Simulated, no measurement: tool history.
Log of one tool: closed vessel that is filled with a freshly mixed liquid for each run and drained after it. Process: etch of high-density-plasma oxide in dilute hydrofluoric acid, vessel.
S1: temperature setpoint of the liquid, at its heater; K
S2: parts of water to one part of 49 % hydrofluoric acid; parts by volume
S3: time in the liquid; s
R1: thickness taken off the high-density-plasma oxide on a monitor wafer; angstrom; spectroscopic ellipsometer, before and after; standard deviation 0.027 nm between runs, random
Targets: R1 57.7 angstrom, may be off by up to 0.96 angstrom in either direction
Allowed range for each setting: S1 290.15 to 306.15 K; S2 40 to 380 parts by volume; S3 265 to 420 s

run,day,S1,S2,S3,R1
1,0,298.15,210,420,115.68
2,0.346,301.15,210,420,129.31
3,0.6,297.65,210,420,113.67
4,0.692,299.65,210,420,122.47
5,0.988,297.65,225,420,104.6
6,1.121,297.65,225,420,104.74
7,1.521,295.65,240,420,89.179
8,1.742,294.15,250,420,81.025
9,1.858,293.15,260,420,74.936
10,1.908,292.65,270,420,69.314
11,2.3,292.15,275,420,66.998
12,2.383,291.65,280,420,63.964
13,2.621,291.15,285,420,61.429
14,2.883,290.65,290,420,58.72
15,3.108,290.65,290,420,58.751

Which of these 4 next moves meets every target?
A,3.333,291.15,295,415,?
B,3.333,290.15,275,410,?
C,3.333,290.15,295,415,?
D,3.333,290.65,300,410,?

move,R1
A,57.794
B,59.988
C,55.653
D,54.867
A: meets every target
B: the biggest miss grows against the last run
C: pushes the last run's worst result past its target
D: pushes the last run's worst result past its target
Move A is the one to make.

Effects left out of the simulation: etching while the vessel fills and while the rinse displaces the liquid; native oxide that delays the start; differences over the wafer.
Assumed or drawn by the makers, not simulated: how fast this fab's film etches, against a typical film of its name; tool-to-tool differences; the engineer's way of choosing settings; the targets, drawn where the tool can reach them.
